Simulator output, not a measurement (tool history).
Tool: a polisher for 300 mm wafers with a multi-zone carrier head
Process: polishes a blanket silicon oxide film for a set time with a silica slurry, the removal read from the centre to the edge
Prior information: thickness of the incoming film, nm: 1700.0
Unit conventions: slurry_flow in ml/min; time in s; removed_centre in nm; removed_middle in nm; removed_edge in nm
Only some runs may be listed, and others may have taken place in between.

run    day  slurry_flow  centre_zone  middle_zone  edge_zone  slurry_solids  time  removed_centre  removed_middle  removed_edge
  1  0.000          280         1.00         1.00       1.00           1.00    89          269.95          274.32        268.42
  2  0.338          285         1.01         1.00       1.02           1.05    89          284.75          280.01        276.71
  3  0.671          290         1.01         1.00       1.04           1.10    89          283.61          282.71        280.47
  4  0.967          290         1.01         1.00       1.05           1.15    89          296.77          290.97        289.02
  5  1.054          335         1.01         1.00       1.05           1.15    89          292.81          292.89        293.83
  6  1.250          335         1.01         1.00       1.05           1.15    77          249.27          253.06        250.90
  7  1.512          335         1.01         1.00       1.06           1.20    78          261.11          261.57        258.76
  8  1.788          340         1.01         1.00       1.07           1.25    79          274.96          268.10        264.33

Expected results for the next run?
  9  1.821          345         1.00         1.00       1.08           1.30    80               ?               ?             ?

{"run 9": {"removed_centre": 275.4, "removed_middle": 275.92, "removed_edge": 275.33}}

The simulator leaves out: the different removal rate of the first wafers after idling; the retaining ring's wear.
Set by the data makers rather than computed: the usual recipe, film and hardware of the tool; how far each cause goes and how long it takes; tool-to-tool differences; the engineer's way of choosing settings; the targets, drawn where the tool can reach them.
